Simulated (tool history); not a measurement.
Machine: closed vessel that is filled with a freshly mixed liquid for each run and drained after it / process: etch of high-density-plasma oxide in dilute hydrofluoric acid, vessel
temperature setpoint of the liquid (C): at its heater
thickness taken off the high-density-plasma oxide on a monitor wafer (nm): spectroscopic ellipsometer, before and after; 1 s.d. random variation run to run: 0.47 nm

| run | hour | temperature setpoint of the liquid (C) | parts of water to one part of 49 % hydrofluoric acid (parts by volume) | time in the liquid (s) | thickness taken off the high-density-plasma oxide on a monitor wafer (nm) |
|---|---|---|---|---|---|
| 1 | 0 | 21 | 90 | 1030 | 84.169 |
| 2 | 3.2 | 24 | 90 | 1030 | 94.8 |
| 3 | 4.2 | 24.5 | 90 | 1030 | 97.277 |
| 4 | 11.1 | 25 | 90 | 1030 | 98.378 |
| 5 | 15 | 25 | 90 | 1030 | 98.923 |
| 6 | 23.6 | 25 | 120 | 1030 | 71.225 |
| 7 | 24.7 | 25.5 | 115 | 1030 | 76.214 |
| 8 | 32.1 | 26 | 110 | 1030 | 81.985 |
| 9 | 38 | 26.5 | 105 | 1030 | 88.289 |
| 10 | 41 | 26.5 | 100 | 1030 | 93.283 |
| 11 | 43 | 29 | 65 | 1030 | 164.91 |
| 12 | 50.8 | 28 | 65 | 1030 | 158.37 |
| 13 | 52.4 | 27.5 | 65 | 1030 | 155.29 |

Estimate the outcome of run 14 from the log above:
| 14 | 54.3 | 27 | 65 | 1030 | ? |

Run 14 gave thickness taken off the high-density-plasma oxide on a monitor wafer (nm) 152.62.

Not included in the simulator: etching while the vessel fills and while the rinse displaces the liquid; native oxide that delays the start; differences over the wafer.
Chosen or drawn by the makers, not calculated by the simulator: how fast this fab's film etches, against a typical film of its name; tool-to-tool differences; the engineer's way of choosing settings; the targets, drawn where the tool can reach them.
